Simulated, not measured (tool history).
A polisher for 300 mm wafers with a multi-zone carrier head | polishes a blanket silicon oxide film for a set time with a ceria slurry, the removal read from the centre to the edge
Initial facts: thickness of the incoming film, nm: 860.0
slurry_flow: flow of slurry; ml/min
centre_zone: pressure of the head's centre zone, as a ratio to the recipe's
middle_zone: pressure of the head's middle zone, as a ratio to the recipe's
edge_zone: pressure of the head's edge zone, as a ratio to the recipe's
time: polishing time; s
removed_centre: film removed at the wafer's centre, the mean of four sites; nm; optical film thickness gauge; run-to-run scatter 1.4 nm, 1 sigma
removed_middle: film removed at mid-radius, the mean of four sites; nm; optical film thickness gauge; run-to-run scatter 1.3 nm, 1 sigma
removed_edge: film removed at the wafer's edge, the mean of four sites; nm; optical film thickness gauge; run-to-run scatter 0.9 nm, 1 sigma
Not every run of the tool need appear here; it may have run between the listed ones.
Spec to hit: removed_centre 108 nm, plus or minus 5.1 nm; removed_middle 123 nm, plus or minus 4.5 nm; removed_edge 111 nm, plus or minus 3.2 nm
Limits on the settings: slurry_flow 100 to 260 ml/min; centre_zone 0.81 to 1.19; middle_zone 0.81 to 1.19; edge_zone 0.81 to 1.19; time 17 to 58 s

run,hour,slurry_flow,centre_zone,middle_zone,edge_zone,time,removed_centre,removed_middle,removed_edge
1,0,165,1,1,1,37,130.54,127.93,133.53
2,3.1,165,1,1,1,45,153.63,153.32,162.02
3,6.2,165,0.99,1.01,0.98,43,145.91,151.93,150.12
4,12.4,160,0.97,1,0.96,42,136.15,145.34,146.7
5,20.3,160,0.97,1,0.94,41,134.83,141.79,140.47
6,27.1,160,0.97,1,0.86,41,136.11,142.4,134.9
7,36,155,0.96,1,0.85,40,127.42,136.48,132.55
8,36.8,155,0.96,1.01,0.84,39,127.78,133.02,128.13
9,40.3,155,0.96,1.01,0.84,39,125.25,136.25,128.56
10,40.9,155,0.96,1.02,0.84,38,121.72,133.64,123.81
11,44.5,150,0.96,1.02,0.84,38,122.52,132.18,123.98
12,49.8,150,0.96,1.02,0.84,38,121.62,132.77,125.02
13,58.8,150,0.96,1.02,0.84,37,118.8,126.9,119.48
14,60.8,145,0.96,1.03,0.84,37,116.81,127.88,119.75
15,65.8,140,0.96,1.04,0.84,37,118.33,127.33,118.38
16,71.8,135,0.95,1.05,0.84,37,115.11,128.01,119.41

Which single option among these 5 for the next run brings every result within its allowed miss of target? Just one does.
A,77.8,150,0.93,1.07,0.84,34,?,?,?
B,77.8,100,0.97,0.95,0.87,41,?,?,?
C,77.8,170,0.99,0.97,0.81,35,?,?,?
D,77.8,130,0.86,1.07,0.81,40,?,?,?
E,77.8,125,0.87,1.07,0.94,38,?,?,?

move,removed_centre,removed_middle,removed_edge
A,106.56,122.24,109.59
B,122.66,123.44,127.69
C,119.67,118.32,112.88
D,112.44,140.16,124.64
E,107.17,132.15,126.02
A: all results land within tolerance of their targets
B: moves away from the targets compared with the last run
C: gets the furthest-off result to its target, but another result is out of tolerance
D: moves away from the targets compared with the last run
E: moves away from the targets compared with the last run
Move A is the one to make.

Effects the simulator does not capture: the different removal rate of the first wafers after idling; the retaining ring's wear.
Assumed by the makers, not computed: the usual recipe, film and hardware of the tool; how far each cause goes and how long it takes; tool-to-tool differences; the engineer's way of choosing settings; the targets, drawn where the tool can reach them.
